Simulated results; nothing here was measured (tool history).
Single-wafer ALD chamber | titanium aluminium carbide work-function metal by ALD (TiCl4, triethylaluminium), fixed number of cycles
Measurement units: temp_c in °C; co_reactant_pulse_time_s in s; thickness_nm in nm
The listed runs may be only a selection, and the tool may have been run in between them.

run,hour,temp_c,co_reactant_pulse_time_s,thickness_nm
1,0,285,15.84,2.0181
2,7.5,285,19.32,2.02
3,8.2,285,16.34,2.0165
4,14.4,288,16.42,2.0535
5,22.1,279,16.42,1.9699
6,27.5,270,16.42,1.8902
7,28.8,270,16.42,1.8972
8,30.2,275,16.57,1.9138
9,31.2,279,16.63,1.967
10,31.9,283,16.69,1.9933
11,35,295,18.89,2.1104

Run 12 has not been measured yet. What should we expect?
12,43.1,296,18.9,?

thickness_nm: 2.1405 nm
